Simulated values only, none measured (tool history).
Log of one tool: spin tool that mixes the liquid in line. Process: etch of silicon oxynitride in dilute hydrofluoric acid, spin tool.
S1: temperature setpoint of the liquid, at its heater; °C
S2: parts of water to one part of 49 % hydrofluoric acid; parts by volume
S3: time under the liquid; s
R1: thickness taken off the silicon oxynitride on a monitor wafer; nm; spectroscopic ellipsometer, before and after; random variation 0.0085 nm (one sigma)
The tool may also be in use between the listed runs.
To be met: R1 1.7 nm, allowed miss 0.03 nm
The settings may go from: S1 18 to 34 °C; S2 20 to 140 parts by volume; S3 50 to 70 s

{"run": 1, "hour": 0.0, "S1": 26, "S2": 75, "S3": 70, "R1": 1.9474}
{"run": 2, "hour": 3.0, "S1": 25.5, "S2": 75, "S3": 70, "R1": 1.8922}
{"run": 3, "hour": 5.1, "S1": 25.5, "S2": 95, "S3": 70, "R1": 1.4773}
{"run": 4, "hour": 5.8, "S1": 25.5, "S2": 95, "S3": 50, "R1": 1.049}
{"run": 5, "hour": 14.4, "S1": 27, "S2": 95, "S3": 50, "R1": 1.1187}
{"run": 6, "hour": 18.0, "S1": 27, "S2": 90, "S3": 50, "R1": 1.1941}
{"run": 7, "hour": 19.4, "S1": 26, "S2": 85, "S3": 50, "R1": 1.2104}
{"run": 8, "hour": 22.5, "S1": 27.5, "S2": 85, "S3": 50, "R1": 1.3078}
{"run": 9, "hour": 23.1, "S1": 27.5, "S2": 80, "S3": 50, "R1": 1.388}
{"run": 10, "hour": 28.0, "S1": 27, "S2": 70, "S3": 50, "R1": 1.5673}

Which of these 4 next moves meets every target?
{"run": "A", "hour": 32.9, "S1": 27, "S2": 80, "S3": 65, "R1": "?"}
{"run": "B", "hour": 32.9, "S1": 27, "S2": 95, "S3": 65, "R1": "?"}
{"run": "C", "hour": 32.9, "S1": 26, "S2": 60, "S3": 50, "R1": "?"}
{"run": "D", "hour": 32.9, "S1": 27, "S2": 65, "S3": 50, "R1": "?"}

move=A R1=1.7677
move=B R1=1.4679
move=C R1=1.7618
move=D R1=1.6974
A: takes the result that was furthest off past its target
B: further off than the last run
C: takes the result that was furthest off past its target
D: meets every target
The right move is D.

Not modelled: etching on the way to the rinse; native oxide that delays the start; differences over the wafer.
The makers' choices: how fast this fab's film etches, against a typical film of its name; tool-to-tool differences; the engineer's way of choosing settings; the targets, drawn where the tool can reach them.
